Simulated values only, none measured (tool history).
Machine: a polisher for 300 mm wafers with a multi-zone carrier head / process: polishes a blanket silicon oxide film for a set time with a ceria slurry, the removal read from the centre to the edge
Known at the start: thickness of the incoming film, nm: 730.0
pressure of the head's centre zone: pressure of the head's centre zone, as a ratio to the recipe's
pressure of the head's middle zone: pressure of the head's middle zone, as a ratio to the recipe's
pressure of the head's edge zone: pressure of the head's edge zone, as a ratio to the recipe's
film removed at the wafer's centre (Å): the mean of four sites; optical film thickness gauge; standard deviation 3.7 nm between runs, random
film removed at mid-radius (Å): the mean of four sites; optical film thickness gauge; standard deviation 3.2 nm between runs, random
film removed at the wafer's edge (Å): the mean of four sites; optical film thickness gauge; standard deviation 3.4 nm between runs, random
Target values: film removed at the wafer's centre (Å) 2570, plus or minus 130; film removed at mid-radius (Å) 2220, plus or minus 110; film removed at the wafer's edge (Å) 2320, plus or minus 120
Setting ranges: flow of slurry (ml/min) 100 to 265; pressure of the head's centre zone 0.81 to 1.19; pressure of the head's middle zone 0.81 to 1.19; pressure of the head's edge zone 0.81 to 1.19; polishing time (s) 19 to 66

run  hour  flow of slurry (ml/min)  pressure of the head's centre zone  pressure of the head's middle zone  pressure of the head's edge zone  polishing time (s)  film removed at the wafer's centre (Å)  film removed at mid-radius (Å)  film removed at the wafer's edge (Å)
  1     0                      170                                   1                                   1                                 1                  42                                  2722.8                          2615.7                                2634.2
  2   7.9                      170                                0.91                                   1                                 1                  42                                  2527.8                          2706.2                                2641.9
  3   9.3                      145                                0.91                                   1                                 1                  42                                  2464.8                          2651.3                                2584.7
  4  11.1                      145                                0.94                                0.98                              0.98                  41                                  2471.4                          2509.8                                2559.3
  5    18                      145                                0.94                                0.98                              0.98                  50                                  3029.2                          3055.2                                  3099
  6  25.1                      145                                0.94                                0.98                              0.98                  43                                    2585                          2643.8                                2712.2
  7  30.9                      150                                0.98                                0.99                              0.98                  41                                    2589                          2593.9                                2509.5
  8    38                      150                                   1                                0.97                              0.98                  40                                  2586.8                          2483.8                                2480.2
  9  44.9                      150                                1.02                                0.95                              0.98                  39                                  2531.5                          2335.6                                2384.2

Which single option among these 4 for the next run brings every result within its allowed miss of target? Just one does.
  A  51.8                      145                                1.01                                0.96                              0.94                  40                                       ?                               ?                                     ?
  B  51.8                      155                                1.07                                0.94                              0.98                  37                                       ?                               ?                                     ?
  C  51.8                      165                                1.02                                0.95                              0.98                  40                                       ?                               ?                                     ?
  D  51.8                      165                                1.16                                1.07                              0.86                  36                                       ?                               ?                                     ?

move  film removed at the wafer's centre (Å)  film removed at mid-radius (Å)  film removed at the wafer's edge (Å)
   A                                  2544.5                          2389.3                                2493.6
   B                                  2520.5                            2191                                  2364
   C                                  2621.6                          2410.6                                2571.1
   D                                    2688                          2397.6                                2188.9
A: further off than the last run
B: hits every target within its allowed miss
C: further off than the last run
D: further off than the last run
Go with B: it meets all targets.
